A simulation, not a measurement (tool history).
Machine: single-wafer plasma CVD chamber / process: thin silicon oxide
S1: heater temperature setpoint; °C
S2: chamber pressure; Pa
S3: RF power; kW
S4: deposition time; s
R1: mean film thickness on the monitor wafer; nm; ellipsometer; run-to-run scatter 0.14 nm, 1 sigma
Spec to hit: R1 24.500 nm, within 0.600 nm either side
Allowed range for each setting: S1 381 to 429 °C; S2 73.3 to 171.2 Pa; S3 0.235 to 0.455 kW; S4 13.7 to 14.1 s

| run | hour | S1 | S2 | S3 | S4 | R1 |
|---|---|---|---|---|---|---|
| 1 | 0.0 | 405 | 122.3 | 0.345 | 13.7 | 29.202 |
| 2 | 2.3 | 405 | 122.3 | 0.315 | 13.7 | 27.886 |
| 3 | 8.6 | 405 | 117.3 | 0.315 | 13.7 | 26.800 |
| 4 | 17.4 | 405 | 117.3 | 0.355 | 13.7 | 28.702 |
| 5 | 21.3 | 398 | 117.3 | 0.355 | 13.7 | 28.766 |
| 6 | 27.6 | 398 | 111.3 | 0.355 | 13.7 | 27.458 |
| 7 | 31.8 | 398 | 107.2 | 0.355 | 13.7 | 26.782 |
| 8 | 37.3 | 398 | 107.2 | 0.355 | 13.7 | 26.910 |
| 9 | 42.9 | 398 | 103.5 | 0.355 | 13.7 | 25.917 |
| 10 | 46.8 | 398 | 101.5 | 0.355 | 13.7 | 25.381 |
| 11 | 47.3 | 398 | 100.3 | 0.355 | 13.7 | 25.170 |

Next run, 5 choices. One meets every target within its allowed miss, the rest don't. Which?
| A | 47.8 | 399 | 88.4 | 0.400 | 13.8 | ? |
| B | 47.8 | 403 | 110.3 | 0.270 | 13.7 | ? |
| C | 47.8 | 391 | 100.4 | 0.390 | 13.7 | ? |
| D | 47.8 | 394 | 103.7 | 0.320 | 13.7 | ? |
| E | 47.8 | 398 | 103.2 | 0.370 | 13.7 | ? |

| move | R1 |
|---|---|
| A | 23.497 |
| B | 23.552 |
| C | 26.214 |
| D | 24.592 |
| E | 26.161 |
A: takes the result that was furthest off past its target
B: takes the result that was furthest off past its target
C: lands further from the targets than the last run did
D: every result lands within tolerance
E: lands further from the targets than the last run did
The move that meets every target is D.
